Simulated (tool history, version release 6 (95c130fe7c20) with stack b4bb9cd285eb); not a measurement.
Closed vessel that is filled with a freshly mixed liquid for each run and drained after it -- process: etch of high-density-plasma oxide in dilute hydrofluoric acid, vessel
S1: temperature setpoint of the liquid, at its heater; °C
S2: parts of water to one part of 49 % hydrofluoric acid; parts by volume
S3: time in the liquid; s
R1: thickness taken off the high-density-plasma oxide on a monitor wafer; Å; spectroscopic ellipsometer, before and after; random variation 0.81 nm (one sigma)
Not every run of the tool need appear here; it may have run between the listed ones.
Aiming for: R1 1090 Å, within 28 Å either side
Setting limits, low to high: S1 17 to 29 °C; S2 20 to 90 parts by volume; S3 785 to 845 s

run	hour	S1	S2	S3	R1
1	0	21	50	785	743.71
2	7	21	50	845	802.63
3	9	22	50	845	835.98
4	17.8	22	35	845	1214.3
5	19.7	23.5	35	845	1291.4
6	27.8	23.5	20	845	2300.7
7	29.9	22.5	25	845	1762.9
8	38.2	21.5	25	845	1684.8
9	44	21.5	25	845	1699.7
10	47.5	21	25	845	1655.2
11	49.3	20.5	25	845	1612.4
12	58.1	20	25	845	1583.2
13	60.5	19.5	25	845	1525
14	63	19	25	845	1510.7

Consider the 4 candidate settings below. Which is the only one whose results all fall within their allowed miss of target?
A	65.5	20	20	815	?
B	65.5	17.5	25	830	?
C	65.5	18	25	785	?
D	65.5	23	40	830	?

move	R1
A	1913.5
B	1389.4
C	1343.3
D	1079.8
A: moves away from the targets compared with the last run
B: moves toward the targets from the last run without getting all of them in spec
C: moves toward the targets from the last run without getting all of them in spec
D: each result inside its tolerance
Correct choice: D, which meets every target
